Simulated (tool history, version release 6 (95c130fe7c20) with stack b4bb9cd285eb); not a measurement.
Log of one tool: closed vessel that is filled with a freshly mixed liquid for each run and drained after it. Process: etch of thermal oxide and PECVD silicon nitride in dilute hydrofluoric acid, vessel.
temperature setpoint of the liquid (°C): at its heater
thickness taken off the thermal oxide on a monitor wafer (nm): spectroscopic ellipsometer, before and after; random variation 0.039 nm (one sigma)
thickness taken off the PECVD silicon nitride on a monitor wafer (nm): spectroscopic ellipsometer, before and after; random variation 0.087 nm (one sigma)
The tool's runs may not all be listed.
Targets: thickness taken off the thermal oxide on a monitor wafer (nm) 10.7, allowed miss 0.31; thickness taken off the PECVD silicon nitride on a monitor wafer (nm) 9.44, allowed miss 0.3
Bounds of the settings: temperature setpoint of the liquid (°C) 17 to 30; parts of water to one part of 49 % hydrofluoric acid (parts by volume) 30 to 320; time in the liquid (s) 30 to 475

run  hour  temperature setpoint of the liquid (°C)  parts of water to one part of 49 % hydrofluoric acid (parts by volume)  time in the liquid (s)  thickness taken off the thermal oxide on a monitor wafer (nm)  thickness taken off the PECVD silicon nitride on a monitor wafer (nm)
  1     0                                       22                                                                     175                     245                                                         5.1212                                                                 5.6245
  2   6.5                                       22                                                                     175                     350                                                         7.2876                                                                 8.0596
  3  12.5                                     23.5                                                                     175                     350                                                         7.7781                                                                 8.8478
  4  21.3                                     23.5                                                                     175                     440                                                         9.7434                                                                 11.036
  5  27.2                                     23.5                                                                     175                     475                                                         10.462                                                                 12.074
  6  30.2                                     23.5                                                                     175                     425                                                         9.3964                                                                 10.794
  7  38.3                                       22                                                                     155                     410                                                         9.8179                                                                 10.776
  8  38.8                                     20.5                                                                     140                     395                                                         10.079                                                                  10.08
  9  43.7                                     19.5                                                                     135                     390                                                         10.035                                                                 9.7871
 10  48.9                                       19                                                                     130                     385                                                         10.053                                                                 9.6996
 11    51                                       19                                                                     130                     385                                                         10.099                                                                 9.7033
 12  53.1                                     18.5                                                                     125                     380                                                         10.271                                                                 9.5044

Which of these 5 next moves meets every target?
  A  55.2                                     17.5                                                                     100                     290                                                              ?                                                                      ?
  B  55.2                                       19                                                                     125                     360                                                              ?                                                                      ?
  C  55.2                                     17.5                                                                     125                     380                                                              ?                                                                      ?
  D  55.2                                       17                                                                     110                     370                                                              ?                                                                      ?
  E  55.2                                     20.5                                                                     150                     400                                                              ?                                                                      ?

move  thickness taken off the thermal oxide on a monitor wafer (nm)  thickness taken off the PECVD silicon nitride on a monitor wafer (nm)
   A                                                         9.5749                                                                 8.4278
   B                                                         9.8557                                                                 9.3395
   C                                                         9.7813                                                                 8.8967
   D                                                         10.763                                                                 9.4697
   E                                                         9.4413                                                                 9.6114
A: further off than the last run
B: further off than the last run
C: further off than the last run
D: meets every target
E: further off than the last run
Answer: D
